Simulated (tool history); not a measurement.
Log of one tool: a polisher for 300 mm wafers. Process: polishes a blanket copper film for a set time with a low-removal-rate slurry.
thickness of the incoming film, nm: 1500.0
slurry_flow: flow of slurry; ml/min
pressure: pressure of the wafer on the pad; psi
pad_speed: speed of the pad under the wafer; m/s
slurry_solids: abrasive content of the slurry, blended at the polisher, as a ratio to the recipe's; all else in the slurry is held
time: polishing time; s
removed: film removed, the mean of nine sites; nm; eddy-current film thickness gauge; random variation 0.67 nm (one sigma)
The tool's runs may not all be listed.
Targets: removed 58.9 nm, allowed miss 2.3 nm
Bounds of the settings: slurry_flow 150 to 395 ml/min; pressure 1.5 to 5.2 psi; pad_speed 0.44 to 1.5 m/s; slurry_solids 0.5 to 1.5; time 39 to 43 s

{"run": 1, "hour": 0.0, "slurry_flow": 250, "pressure": 3.3, "pad_speed": 0.96, "slurry_solids": 1, "time": 43, "removed": 113.79}
{"run": 2, "hour": 2.3, "slurry_flow": 195, "pressure": 3.3, "pad_speed": 0.96, "slurry_solids": 1, "time": 43, "removed": 110.03}
{"run": 3, "hour": 3.9, "slurry_flow": 195, "pressure": 3.3, "pad_speed": 0.96, "slurry_solids": 1, "time": 39, "removed": 100.59}
{"run": 4, "hour": 10.2, "slurry_flow": 195, "pressure": 2.5, "pad_speed": 0.96, "slurry_solids": 1, "time": 39, "removed": 76.959}
{"run": 5, "hour": 12.6, "slurry_flow": 195, "pressure": 2.5, "pad_speed": 0.96, "slurry_solids": 0.85, "time": 39, "removed": 72.625}
{"run": 6, "hour": 20.2, "slurry_flow": 195, "pressure": 2.5, "pad_speed": 0.96, "slurry_solids": 1, "time": 39, "removed": 76.157}
{"run": 7, "hour": 22.0, "slurry_flow": 195, "pressure": 2.3, "pad_speed": 0.96, "slurry_solids": 1, "time": 39, "removed": 70.365}
{"run": 8, "hour": 25.0, "slurry_flow": 195, "pressure": 2.2, "pad_speed": 0.96, "slurry_solids": 1, "time": 39, "removed": 68.634}
{"run": 9, "hour": 26.4, "slurry_flow": 195, "pressure": 2.1, "pad_speed": 0.96, "slurry_solids": 1, "time": 39, "removed": 65.555}
{"run": 10, "hour": 30.2, "slurry_flow": 195, "pressure": 2, "pad_speed": 0.96, "slurry_solids": 1, "time": 39, "removed": 61.585}

5 next moves are on the table. One of them brings every result within its allowed miss. Which?
{"run": "A", "hour": 34.0, "slurry_flow": 160, "pressure": 2, "pad_speed": 0.96, "slurry_solids": 0.95, "time": 39, "removed": "?"}
{"run": "B", "hour": 34.0, "slurry_flow": 165, "pressure": 2.4, "pad_speed": 0.9, "slurry_solids": 0.8, "time": 40, "removed": "?"}
{"run": "C", "hour": 34.0, "slurry_flow": 190, "pressure": 2, "pad_speed": 0.82, "slurry_solids": 1, "time": 40, "removed": "?"}
{"run": "D", "hour": 34.0, "slurry_flow": 190, "pressure": 2, "pad_speed": 0.84, "slurry_solids": 1, "time": 39, "removed": "?"}
{"run": "E", "hour": 34.0, "slurry_flow": 210, "pressure": 2.3, "pad_speed": 0.84, "slurry_solids": 0.95, "time": 41, "removed": "?"}

move=A removed=58.625
move=B removed=64.351
move=C removed=53.964
move=D removed=53.854
move=E removed=64.719
A: meets every target
B: further off than the last run
C: takes the result that was furthest off past its target
D: takes the result that was furthest off past its target
E: further off than the last run
Answer: A
